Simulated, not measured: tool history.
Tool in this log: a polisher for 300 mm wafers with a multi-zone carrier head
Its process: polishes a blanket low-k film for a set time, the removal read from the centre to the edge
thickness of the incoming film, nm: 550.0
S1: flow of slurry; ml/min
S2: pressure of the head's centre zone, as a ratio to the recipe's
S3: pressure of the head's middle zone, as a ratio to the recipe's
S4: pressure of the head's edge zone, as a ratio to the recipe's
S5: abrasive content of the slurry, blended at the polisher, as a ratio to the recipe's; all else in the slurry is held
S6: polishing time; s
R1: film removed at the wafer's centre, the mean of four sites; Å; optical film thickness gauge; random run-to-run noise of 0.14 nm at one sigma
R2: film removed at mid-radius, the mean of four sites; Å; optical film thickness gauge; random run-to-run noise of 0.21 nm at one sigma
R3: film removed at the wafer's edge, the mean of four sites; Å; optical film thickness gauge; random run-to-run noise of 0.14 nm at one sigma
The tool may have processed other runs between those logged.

{"run": 1, "hour": 0.0, "S1": 120, "S2": 1, "S3": 1, "S4": 1, "S5": 1, "S6": 77, "R1": 183.66, "R2": 177.45, "R3": 178.32}
{"run": 2, "hour": 5.2, "S1": 120, "S2": 1, "S3": 1, "S4": 1, "S5": 1, "S6": 67, "R1": 156.54, "R2": 153.48, "R3": 154.8}
{"run": 3, "hour": 10.4, "S1": 135, "S2": 1, "S3": 1, "S4": 1, "S5": 1, "S6": 67, "R1": 164.01, "R2": 162.43, "R3": 158.9}
{"run": 4, "hour": 13.4, "S1": 135, "S2": 0.96, "S3": 1, "S4": 1, "S5": 1, "S6": 67, "R1": 156.68, "R2": 162.21, "R3": 159.12}
{"run": 5, "hour": 20.7, "S1": 110, "S2": 0.96, "S3": 1, "S4": 1, "S5": 1, "S6": 67, "R1": 149.45, "R2": 155.21, "R3": 155.96}
{"run": 6, "hour": 27.3, "S1": 105, "S2": 0.93, "S3": 1, "S4": 0.99, "S5": 1, "S6": 67, "R1": 141.18, "R2": 154.73, "R3": 154.06}
{"run": 7, "hour": 33.8, "S1": 80, "S2": 0.87, "S3": 1.02, "S4": 1, "S5": 1, "S6": 67, "R1": 122.87, "R2": 140.56, "R3": 144.82}
{"hour": 39.4, "done": "worn pad replaced by a new one"}
{"run": 8, "hour": 39.4, "S1": 100, "S2": 0.85, "S3": 1.07, "S4": 1.02, "S5": 1, "S6": 67, "R1": 146.17, "R2": 177.96, "R3": 172.85}
{"run": 9, "hour": 45.2, "S1": 70, "S2": 0.86, "S3": 1.07, "S4": 1, "S5": 1, "S6": 67, "R1": 126.08, "R2": 160.44, "R3": 158.08}
{"run": 10, "hour": 47.1, "S1": 70, "S2": 0.87, "S3": 1.06, "S4": 0.99, "S5": 1, "S6": 67, "R1": 128.77, "R2": 160.9, "R3": 156.39}

Run 11 comes next. What will it give?
{"run": 11, "hour": 50.5, "S1": 70, "S2": 0.87, "S3": 1.05, "S4": 0.99, "S5": 1, "S6": 67, "R1": "?", "R2": "?", "R3": "?"}

{"run 11": {"R1": 128.12, "R2": 157.3, "R3": 156.92}}
